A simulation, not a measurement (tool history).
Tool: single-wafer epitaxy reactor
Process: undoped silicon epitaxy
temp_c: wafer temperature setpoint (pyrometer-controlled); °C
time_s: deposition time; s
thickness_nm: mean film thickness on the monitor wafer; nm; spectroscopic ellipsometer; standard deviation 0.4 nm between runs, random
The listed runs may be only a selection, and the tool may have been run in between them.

run	hour	temp_c	time_s	thickness_nm
1	0	670	239	59.687
2	4	673	239	62.19
3	5.2	673	215	56.908
4	12.9	677	216	60.802
5	20.1	681	216	65.937
6	24	691	216	78.32
7	28.5	689	216	75.988
8	30.2	688	216	73.418

Run 9 is up next; what results do you expect?
9	34	687	216	?

{"run 9": {"thickness_nm": 72.581}}
